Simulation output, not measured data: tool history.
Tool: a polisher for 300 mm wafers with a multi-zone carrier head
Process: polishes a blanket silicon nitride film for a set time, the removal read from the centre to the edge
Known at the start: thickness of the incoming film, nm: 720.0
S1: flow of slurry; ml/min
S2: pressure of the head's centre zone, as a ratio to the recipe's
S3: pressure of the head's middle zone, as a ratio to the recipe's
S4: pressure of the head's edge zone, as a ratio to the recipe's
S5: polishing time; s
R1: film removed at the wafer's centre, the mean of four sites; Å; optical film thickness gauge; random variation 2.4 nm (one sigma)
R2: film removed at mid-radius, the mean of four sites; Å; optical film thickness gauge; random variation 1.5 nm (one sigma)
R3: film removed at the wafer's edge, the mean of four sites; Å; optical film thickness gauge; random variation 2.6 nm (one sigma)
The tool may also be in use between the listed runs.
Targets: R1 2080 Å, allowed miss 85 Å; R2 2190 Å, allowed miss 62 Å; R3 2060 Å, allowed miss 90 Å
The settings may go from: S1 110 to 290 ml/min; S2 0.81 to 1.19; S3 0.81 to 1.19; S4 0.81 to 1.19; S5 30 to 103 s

| run | hour | S1 | S2 | S3 | S4 | S5 | R1 | R2 | R3 |
|---|---|---|---|---|---|---|---|---|---|
| 1 | 0 | 185 | 1 | 1 | 1 | 66 | 1517.7 | 1534.4 | 1579.4 |
| 2 | 5.6 | 185 | 1 | 1 | 0.97 | 66 | 1572.5 | 1512.6 | 1522.4 |
| 3 | 9.2 | 185 | 1 | 1 | 1.02 | 66 | 1541.3 | 1519.5 | 1585.1 |
| 4 | 11.5 | 225 | 1 | 1 | 1.02 | 66 | 1617.4 | 1557.6 | 1618.4 |
| 5 | 17.7 | 225 | 1 | 1 | 1.02 | 59 | 1420.7 | 1386.4 | 1436.5 |
| 6 | 19.6 | 225 | 1 | 0.94 | 1.02 | 59 | 1409 | 1325.4 | 1456.5 |
| 7 | 22 | 225 | 1 | 1.01 | 1.04 | 66 | 1613.6 | 1598.3 | 1599.6 |
| 8 | 29.1 | 210 | 1 | 1.03 | 1.06 | 72 | 1726.2 | 1740.8 | 1800.2 |
| 9 | 37 | 210 | 1 | 1.03 | 1.06 | 72 | 1740.2 | 1737.9 | 1773.2 |
| 10 | 39.2 | 215 | 1.01 | 1.07 | 1.08 | 75 | 1815.7 | 1844.1 | 1839.5 |
| 11 | 41.5 | 245 | 1.02 | 1.15 | 1.09 | 85 | 2107.3 | 2274.6 | 2151.5 |
| 12 | 48.7 | 240 | 1.02 | 1.15 | 1.08 | 84 | 2145.3 | 2247.6 | 2120.7 |

Which of these 4 next moves meets every target?
| A | 55.9 | 225 | 1.05 | 1.17 | 1.1 | 81 | ? | ? | ? |
| B | 55.9 | 245 | 0.98 | 1.18 | 1.1 | 86 | ? | ? | ? |
| C | 55.9 | 240 | 0.96 | 1.18 | 1.09 | 84 | ? | ? | ? |
| D | 55.9 | 230 | 0.94 | 1.1 | 1.14 | 87 | ? | ? | ? |

| move | R1 | R2 | R3 |
|---|---|---|---|
| A | 2068.1 | 2202.4 | 2082 |
| B | 2094.8 | 2379.4 | 2226.3 |
| C | 2006 | 2319 | 2160.8 |
| D | 2029.4 | 2250 | 2283.8 |
A: meets every target
B: further off than the last run
C: further off than the last run
D: brings the result that was furthest off to its target, and leaves another outside
The right move is A.

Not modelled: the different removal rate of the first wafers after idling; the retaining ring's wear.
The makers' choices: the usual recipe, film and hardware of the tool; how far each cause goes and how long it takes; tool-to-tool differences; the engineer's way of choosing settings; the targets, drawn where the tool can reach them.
